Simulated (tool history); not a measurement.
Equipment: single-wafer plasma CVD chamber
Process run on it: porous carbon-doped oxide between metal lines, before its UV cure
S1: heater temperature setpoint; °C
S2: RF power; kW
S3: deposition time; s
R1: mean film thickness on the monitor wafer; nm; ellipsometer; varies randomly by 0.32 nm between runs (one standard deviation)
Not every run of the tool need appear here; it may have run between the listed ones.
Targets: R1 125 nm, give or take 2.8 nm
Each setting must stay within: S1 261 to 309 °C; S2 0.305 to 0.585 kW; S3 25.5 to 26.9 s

run 1 hour=0 | S1=285 S2=0.445 S3=26.9 | R1=144.85
run 2 hour=4.9 | S1=285 S2=0.445 S3=26.9 | R1=145.31
run 3 hour=13.5 | S1=275 S2=0.445 S3=26.9 | R1=156.34
run 4 hour=19.6 | S1=283 S2=0.445 S3=26.9 | R1=147.18
run 5 hour=24 | S1=287 S2=0.44 S3=26.9 | R1=142.28
run 6 hour=26.5 | S1=297 S2=0.44 S3=26.9 | R1=133.21
run 7 hour=34.7 | S1=299 S2=0.44 S3=26.9 | R1=131.4
run 8 hour=37.6 | S1=300 S2=0.44 S3=26.9 | R1=130.99
run 9 hour=41.1 | S1=301 S2=0.44 S3=26.9 | R1=129.68
run 10 hour=46.2 | S1=302 S2=0.44 S3=26.9 | R1=129.24
run 11 hour=52.2 | S1=303 S2=0.44 S3=26.9 | R1=128.21

Consider the 4 candidate settings below. Which is the only one whose results all fall within their allowed miss of target?
run A hour=58.2 | S1=302 S2=0.46 S3=26.9 | R1=?
run B hour=58.2 | S1=301 S2=0.445 S3=26.9 | R1=?
run C hour=58.2 | S1=299 S2=0.465 S3=25.5 | R1=?
run D hour=58.2 | S1=300 S2=0.445 S3=25.5 | R1=?

move=A R1=134.21
move=B R1=131.62
move=C R1=130.91
move=D R1=125.78
A: misses by more than the last run did
B: misses by more than the last run did
C: misses by more than the last run did
D: all results land within tolerance of their targets
The right move is D.
